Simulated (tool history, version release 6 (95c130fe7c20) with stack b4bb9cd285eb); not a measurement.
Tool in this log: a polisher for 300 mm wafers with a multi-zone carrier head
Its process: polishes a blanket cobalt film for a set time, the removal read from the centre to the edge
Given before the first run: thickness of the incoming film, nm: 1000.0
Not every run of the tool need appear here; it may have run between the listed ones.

| run | hour | flow of slurry (ml/min) | pressure of the head's centre zone | pressure of the head's middle zone | pressure of the head's edge zone | polishing time (s) | film removed at the wafer's centre (Å) | film removed at mid-radius (Å) | film removed at the wafer's edge (Å) |
|---|---|---|---|---|---|---|---|---|---|
| 1 | 0 | 230 | 1 | 1 | 1 | 53 | 3821.6 | 3815.8 | 3759.1 |
| 2 | 3.5 | 240 | 1.03 | 1.02 | 1.03 | 54 | 4085 | 3921.1 | 3821.3 |
| 3 | 10 | 245 | 1.04 | 1.02 | 1.05 | 56 | 4210.8 | 4057.5 | 4040.1 |
| 4 | 10.8 | 245 | 1.04 | 1.08 | 1.05 | 56 | 4215.9 | 4260.3 | 4028.4 |
|  | 18.8 | worn pad replaced by a new one |
| 5 | 18.8 | 255 | 1.06 | 1.08 | 1.07 | 57 | 4644 | 4701 | 4341.4 |
| 6 | 20.6 | 255 | 1.06 | 1.03 | 1.07 | 57 | 4676.4 | 4536 | 4418.7 |
| 7 | 22.9 | 260 | 1.06 | 1.02 | 1.06 | 57 | 4632.4 | 4432.1 | 4453.5 |

Expected results for the next run?
| 8 | 24.1 | 265 | 1.07 | 1.02 | 1.05 | 57 | ? | ? | ? |

{"run 8": {"film removed at the wafer's centre (Å)": 4755.8, "film removed at mid-radius (Å)": 4541.6, "film removed at the wafer's edge (Å)": 4503}}
